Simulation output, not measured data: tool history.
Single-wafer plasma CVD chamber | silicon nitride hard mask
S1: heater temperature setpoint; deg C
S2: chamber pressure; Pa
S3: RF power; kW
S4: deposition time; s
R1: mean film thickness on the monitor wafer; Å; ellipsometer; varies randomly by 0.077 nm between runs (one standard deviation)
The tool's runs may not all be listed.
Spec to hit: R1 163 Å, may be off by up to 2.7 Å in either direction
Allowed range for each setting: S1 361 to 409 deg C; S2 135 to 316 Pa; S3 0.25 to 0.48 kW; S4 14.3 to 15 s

Run 1, day 0: S1 385 deg C, S2 225 Pa, S3 0.365 kW, S4 15 s. Result: R1 198.74 Å.
Run 2, day 0.317: S1 385 deg C, S2 217 Pa, S3 0.36 kW, S4 15 s. Result: R1 192.78 Å.
Run 3, day 0.442: S1 385 deg C, S2 217 Pa, S3 0.34 kW, S4 15 s. Result: R1 186.26 Å.
Run 4, day 0.567: S1 385 deg C, S2 217 Pa, S3 0.305 kW, S4 15 s. Result: R1 170.04 Å.
Run 5, day 0.938: S1 385 deg C, S2 240 Pa, S3 0.305 kW, S4 15 s. Result: R1 175.72 Å.
Run 6, day 1.083: S1 385 deg C, S2 235 Pa, S3 0.305 kW, S4 15 s. Result: R1 174.91 Å.
Run 7, day 1.192: S1 385 deg C, S2 231 Pa, S3 0.305 kW, S4 15 s. Result: R1 173.31 Å.
Run 8, day 1.362: S1 385 deg C, S2 227 Pa, S3 0.305 kW, S4 15 s. Result: R1 173.13 Å.
Run 9, day 1.458: S1 385 deg C, S2 223 Pa, S3 0.305 kW, S4 15 s. Result: R1 171.35 Å.
Run 10, day 1.571: S1 385 deg C, S2 188 Pa, S3 0.3 kW, S4 15 s. Result: R1 157.74 Å.
Run 11, day 1.633: S1 385 deg C, S2 188 Pa, S3 0.3 kW, S4 15 s. Result: R1 156.89 Å.
At day 1.85: thermocouple changed; heater temperature recalibrated.
Run 12, day 1.85: S1 385 deg C, S2 189 Pa, S3 0.3 kW, S4 15 s. Result: R1 157 Å.
Run 13, day 1.971: S1 385 deg C, S2 191 Pa, S3 0.3 kW, S4 15 s. Result: R1 157.49 Å.
Run 14, day 2.329: S1 385 deg C, S2 192 Pa, S3 0.3 kW, S4 15 s. Result: R1 159 Å.
Run 15, day 2.55: S1 385 deg C, S2 193 Pa, S3 0.3 kW, S4 15 s. Result: R1 159.59 Å.
Run 16, day 2.612: S1 385 deg C, S2 195 Pa, S3 0.3 kW, S4 15 s. Result: R1 158.3 Å.
Run 17, day 2.675: S1 385 deg C, S2 217 Pa, S3 0.305 kW, S4 15 s. Result: R1 169.54 Å.
Run 18, day 2.746: S1 385 deg C, S2 216 Pa, S3 0.305 kW, S4 15 s. Result: R1 169.76 Å.
Run 19, day 2.808: S1 385 deg C, S2 215 Pa, S3 0.305 kW, S4 15 s. Result: R1 168.01 Å.
Run 20, day 3.05: S1 385 deg C, S2 213 Pa, S3 0.305 kW, S4 15 s. Result: R1 167.91 Å.
Run 21, day 3.188: S1 385 deg C, S2 212 Pa, S3 0.305 kW, S4 15 s. Result: R1 167.55 Å.
Run 22, day 3.333: S1 385 deg C, S2 211 Pa, S3 0.305 kW, S4 15 s. Result: R1 167.73 Å.

Which of these 5 next moves meets every target?
Run A, day 3.479: S1 391 deg C, S2 232 Pa, S3 0.295 kW, S4 15 s. Result: R1 ?.
Run B, day 3.479: S1 395 deg C, S2 201 Pa, S3 0.325 kW, S4 14.3 s. Result: R1 ?.
Run C, day 3.479: S1 382 deg C, S2 225 Pa, S3 0.295 kW, S4 15 s. Result: R1 ?.
Run D, day 3.479: S1 392 deg C, S2 244 Pa, S3 0.295 kW, S4 14.8 s. Result: R1 ?.
Run E, day 3.479: S1 381 deg C, S2 208 Pa, S3 0.295 kW, S4 14.5 s. Result: R1 ?.

move      R1
   A  169.73
   B  165.32
   C  168.42
   D  170.59
   E  157.76
A: further off than the last run
B: hits every target within its allowed miss
C: further off than the last run
D: further off than the last run
E: takes the biggest miss from the last run beyond its target
B meets every target.
